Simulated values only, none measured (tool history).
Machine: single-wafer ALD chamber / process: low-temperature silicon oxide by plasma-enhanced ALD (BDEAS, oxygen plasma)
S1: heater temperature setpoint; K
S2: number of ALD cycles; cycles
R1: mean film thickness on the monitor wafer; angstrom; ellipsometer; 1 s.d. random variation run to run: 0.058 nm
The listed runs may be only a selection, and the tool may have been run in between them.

run 1 hour=0.0 | S1=363.15 S2=62 | R1=87.898
run 2 hour=6.4 | S1=360.15 S2=64 | R1=91.299
run 3 hour=10.6 | S1=367.15 S2=64 | R1=88.750
run 4 hour=18.4 | S1=371.15 S2=64 | R1=86.980
run 5 hour=26.2 | S1=379.15 S2=64 | R1=86.391
run 6 hour=33.5 | S1=376.15 S2=66 | R1=90.126
run 7 hour=37.7 | S1=373.15 S2=67 | R1=90.632

The next listed run, before its measurement:
run 8 hour=38.7 | S1=373.15 S2=67 | R1=?

Run 8 came out at R1 90.722 angstrom.

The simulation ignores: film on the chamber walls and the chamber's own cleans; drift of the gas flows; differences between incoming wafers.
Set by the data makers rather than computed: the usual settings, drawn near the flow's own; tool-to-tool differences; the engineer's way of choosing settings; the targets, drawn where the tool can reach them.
